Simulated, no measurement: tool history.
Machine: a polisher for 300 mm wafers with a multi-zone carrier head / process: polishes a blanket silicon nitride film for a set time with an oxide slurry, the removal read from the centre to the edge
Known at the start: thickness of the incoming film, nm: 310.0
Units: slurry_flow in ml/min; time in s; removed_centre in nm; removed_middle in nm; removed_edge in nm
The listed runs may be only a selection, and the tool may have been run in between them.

run	hour	slurry_flow	centre_zone	middle_zone	edge_zone	slurry_solids	time	removed_centre	removed_middle	removed_edge
1	0.0	275	1.00	1.00	1.00	1.00	87	44.736	44.654	44.190
2	8.7	275	1.00	1.00	1.00	1.10	87	45.860	46.447	44.908
3	14.6	280	1.03	0.99	1.03	1.20	92	51.405	48.942	50.568
4	21.6	280	1.06	0.99	1.03	1.20	92	51.944	49.043	50.879
# hour 29.6: worn pad replaced by a new one
5	29.6	290	1.09	1.00	1.02	1.25	96	64.055	60.106	59.536
6	31.6	310	1.10	0.99	1.02	1.25	96	64.697	59.385	59.609
7	33.1	330	1.11	0.99	1.03	1.25	96	66.237	59.244	60.017

The next listed run, before its measurement:
8	38.4	335	1.12	1.00	1.04	1.30	96	?	?	?

removed_centre: 67.670 nm
removed_middle: 61.153 nm
removed_edge: 61.936 nm
